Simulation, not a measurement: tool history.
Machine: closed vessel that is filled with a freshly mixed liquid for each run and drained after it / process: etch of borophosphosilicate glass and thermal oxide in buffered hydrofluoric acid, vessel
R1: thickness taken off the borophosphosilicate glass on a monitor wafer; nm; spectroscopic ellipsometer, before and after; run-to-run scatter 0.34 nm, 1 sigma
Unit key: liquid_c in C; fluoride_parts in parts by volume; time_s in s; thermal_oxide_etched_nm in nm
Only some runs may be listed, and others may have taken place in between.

run 1 day=0 | liquid_c=23 fluoride_parts=9.5 time_s=60 | R1=80.857 thermal_oxide_etched_nm=77.449
run 2 day=0.2 | liquid_c=21.5 fluoride_parts=9.5 time_s=60 | R1=74.171 thermal_oxide_etched_nm=70.695
run 3 day=0.517 | liquid_c=21.5 fluoride_parts=10.5 time_s=60 | R1=68.939 thermal_oxide_etched_nm=65.637
run 4 day=0.738 | liquid_c=21.5 fluoride_parts=10.5 time_s=70 | R1=80.154 thermal_oxide_etched_nm=76.562
run 5 day=1.083 | liquid_c=25 fluoride_parts=10.5 time_s=70 | R1=96.575 thermal_oxide_etched_nm=93.513
run 6 day=1.308 | liquid_c=25 fluoride_parts=9 time_s=70 | R1=108.53 thermal_oxide_etched_nm=104.02
run 7 day=1.642 | liquid_c=23 fluoride_parts=10 time_s=70 | R1=90.964 thermal_oxide_etched_nm=88.239
run 8 day=1.742 | liquid_c=21.5 fluoride_parts=10.5 time_s=70 | R1=79.643 thermal_oxide_etched_nm=77.16
run 9 day=1.958 | liquid_c=20.5 fluoride_parts=11 time_s=70 | R1=73.263 thermal_oxide_etched_nm=69.106
run 10 day=2.2 | liquid_c=20 fluoride_parts=11.5 time_s=70 | R1=67.53 thermal_oxide_etched_nm=65.082
run 11 day=2.367 | liquid_c=20 fluoride_parts=11.5 time_s=70 | R1=66.878 thermal_oxide_etched_nm=64.384

Run 12 has not been measured yet. What should we expect?
-- day=2.558 thermometer replaced
run 12 day=2.558 | liquid_c=19.5 fluoride_parts=11.5 time_s=70 | R1=? thermal_oxide_etched_nm=?

Run 12 produced R1 58.465 nm, thermal_oxide_etched_nm 56.25 nm.

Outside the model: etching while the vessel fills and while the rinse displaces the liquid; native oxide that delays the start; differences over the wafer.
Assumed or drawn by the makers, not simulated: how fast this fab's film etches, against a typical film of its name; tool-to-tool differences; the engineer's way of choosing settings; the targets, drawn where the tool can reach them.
